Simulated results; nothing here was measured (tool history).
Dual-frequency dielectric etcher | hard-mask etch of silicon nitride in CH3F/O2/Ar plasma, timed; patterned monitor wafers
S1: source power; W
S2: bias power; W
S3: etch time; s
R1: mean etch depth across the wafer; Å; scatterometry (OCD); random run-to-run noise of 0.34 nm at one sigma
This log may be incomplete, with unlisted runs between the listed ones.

run	hour	S1	S2	S3	R1
1	0.0	540	84	147.0	1185.60
2	5.0	540	97	147.0	1250.60
3	8.2	490	94	146.5	1157.90
4	9.1	460	94	146.5	1122.00
5	15.1	460	94	147.0	1131.00
6	21.2	440	94	147.0	1096.10
7	23.0	430	94	147.0	1083.50
8	28.8	430	94	147.0	1082.80

For run 9, what comes out?
9	35.2	370	92	147.0	?

Logged for run 9: R1 969.44 Å.
